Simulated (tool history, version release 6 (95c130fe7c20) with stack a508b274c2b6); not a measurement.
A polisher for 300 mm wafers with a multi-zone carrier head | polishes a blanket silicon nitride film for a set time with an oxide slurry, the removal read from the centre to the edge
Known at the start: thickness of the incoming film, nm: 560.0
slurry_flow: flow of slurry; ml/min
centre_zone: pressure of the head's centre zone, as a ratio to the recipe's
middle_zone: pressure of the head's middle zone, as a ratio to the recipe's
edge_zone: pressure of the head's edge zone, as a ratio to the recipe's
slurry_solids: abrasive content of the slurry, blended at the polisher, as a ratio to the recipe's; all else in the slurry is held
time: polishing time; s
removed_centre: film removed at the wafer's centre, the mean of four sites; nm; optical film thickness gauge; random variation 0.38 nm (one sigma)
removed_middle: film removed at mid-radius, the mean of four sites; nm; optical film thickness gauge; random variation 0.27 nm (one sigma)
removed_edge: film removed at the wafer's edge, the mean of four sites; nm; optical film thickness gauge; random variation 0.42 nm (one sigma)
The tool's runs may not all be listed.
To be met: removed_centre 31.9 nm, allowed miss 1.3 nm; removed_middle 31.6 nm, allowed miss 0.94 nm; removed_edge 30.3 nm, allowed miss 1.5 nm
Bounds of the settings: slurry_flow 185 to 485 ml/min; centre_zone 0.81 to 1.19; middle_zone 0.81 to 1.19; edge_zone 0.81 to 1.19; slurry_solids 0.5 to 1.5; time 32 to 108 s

run	hour	slurry_flow	centre_zone	middle_zone	edge_zone	slurry_solids	time	removed_centre	removed_middle	removed_edge
1	0	310	1	1	1	1	70	49.82	49.32	50.268
2	8.7	310	1	1	1	0.85	70	46.064	47	46.565
3	13.8	235	1	1	1	0.85	70	45.078	45.351	45.878
4	22.3	235	1	1	1.07	0.85	70	45.072	45.206	47.456
5	30.2	235	1.06	1	1.07	0.85	70	47.43	45.5	46.822
6	37	235	0.99	1	1.07	0.85	70	44.211	45.652	48.917
7	45.9	240	0.99	0.99	1.03	0.75	66	40.036	40.719	42.533
8	50.7	250	1	0.99	1	0.7	63	37.079	37.988	39.551
9	53.4	255	1.02	0.99	0.97	0.65	61	36.504	35.564	36.424
10	58.2	260	1.02	1	0.94	0.6	60	34.913	34.735	34.078
11	59.3	260	1.02	0.99	0.92	0.55	60	33.454	33.256	32.183
12	64.5	255	1.02	0.98	0.91	0.55	60	34.314	33.274	32.534
13	69.6	260	0.99	0.98	0.87	0.5	57	30.261	30.325	29.352

Which of these 4 next moves meets every target?
A	74.7	185	0.96	0.97	0.87	1	47	?	?	?
B	74.7	320	1.04	0.9	0.89	0.6	53	?	?	?
C	74.7	235	0.98	0.94	0.81	0.5	61	?	?	?
D	74.7	255	0.92	0.99	0.82	0.5	56	?	?	?

move	removed_centre	removed_middle	removed_edge
A	29.509	30.294	30.696
B	32.841	28.99	30.997
C	32.06	31.269	31.184
D	27.972	30.312	29.006
A: further off than the last run
B: further off than the last run
C: meets every target
D: further off than the last run
Answer: C

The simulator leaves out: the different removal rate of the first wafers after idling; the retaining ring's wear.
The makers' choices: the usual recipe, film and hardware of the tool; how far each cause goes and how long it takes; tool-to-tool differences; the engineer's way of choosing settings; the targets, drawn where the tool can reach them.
